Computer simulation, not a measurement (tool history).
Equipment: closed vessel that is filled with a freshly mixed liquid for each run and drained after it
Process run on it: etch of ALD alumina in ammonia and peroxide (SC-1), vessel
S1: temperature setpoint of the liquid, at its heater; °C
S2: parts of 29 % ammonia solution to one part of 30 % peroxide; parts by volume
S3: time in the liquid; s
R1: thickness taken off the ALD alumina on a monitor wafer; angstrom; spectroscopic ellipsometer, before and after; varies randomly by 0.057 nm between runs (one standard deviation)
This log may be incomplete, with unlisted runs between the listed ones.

run 1 hour=0.0 | S1=62.0 S2=0.85 S3=85 | R1=106.04
run 2 hour=4.8 | S1=62.0 S2=1.05 S3=85 | R1=107.78
run 3 hour=9.1 | S1=62.0 S2=1.05 S3=85 | R1=107.75
run 4 hour=13.4 | S1=63.5 S2=1.05 S3=85 | R1=116.92
run 5 hour=18.0 | S1=63.5 S2=1.20 S3=85 | R1=117.73
run 6 hour=20.7 | S1=63.5 S2=1.20 S3=85 | R1=117.29
run 7 hour=28.3 | S1=64.5 S2=1.20 S3=85 | R1=123.61
run 8 hour=37.2 | S1=65.0 S2=1.20 S3=85 | R1=126.83

Forecast run 9:
run 9 hour=43.6 | S1=65.5 S2=1.20 S3=85 | R1=?

R1: 130.34 angstrom
